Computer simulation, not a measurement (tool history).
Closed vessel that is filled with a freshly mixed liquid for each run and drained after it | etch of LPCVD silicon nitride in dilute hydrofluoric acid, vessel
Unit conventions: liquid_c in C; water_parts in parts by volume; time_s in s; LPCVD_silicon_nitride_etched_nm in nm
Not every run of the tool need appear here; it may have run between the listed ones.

| run | hour | liquid_c | water_parts | time_s | LPCVD_silicon_nitride_etched_nm |
|---|---|---|---|---|---|
| 1 | 0.0 | 24.0 | 45 | 2870 | 25.838 |
| 2 | 1.8 | 24.0 | 45 | 2870 | 25.973 |
| 3 | 9.7 | 24.0 | 45 | 3080 | 27.795 |
| 4 | 16.7 | 24.0 | 45 | 3080 | 27.828 |
| 5 | 19.9 | 24.0 | 45 | 3080 | 27.859 |
| 6 | 23.9 | 24.0 | 45 | 2870 | 26.267 |

Run 7, settings as shown, results not yet in. Your forecast:
| 7 | 27.5 | 24.5 | 45 | 2870 | ? |

Logged for run 7: LPCVD_silicon_nitride_etched_nm 26.935 nm.
